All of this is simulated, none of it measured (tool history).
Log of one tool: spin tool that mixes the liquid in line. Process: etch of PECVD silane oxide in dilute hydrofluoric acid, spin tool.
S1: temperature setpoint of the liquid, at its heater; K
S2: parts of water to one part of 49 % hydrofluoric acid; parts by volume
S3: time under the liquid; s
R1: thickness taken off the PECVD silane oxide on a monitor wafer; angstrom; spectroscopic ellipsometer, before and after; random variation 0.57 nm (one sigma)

run,day,S1,S2,S3,R1
1,0.000,294.15,235,315,338.60
2,0.179,296.15,210,315,418.30
3,0.283,296.15,270,315,302.90
4,0.592,297.65,235,315,385.19
5,0.625,298.65,210,315,457.97
# day 0.742: thermometer replaced
6,0.742,298.65,210,315,481.27

Forecast run 7:
7,0.888,302.15,145,315,?

{"run 7": {"R1": 857.54}}
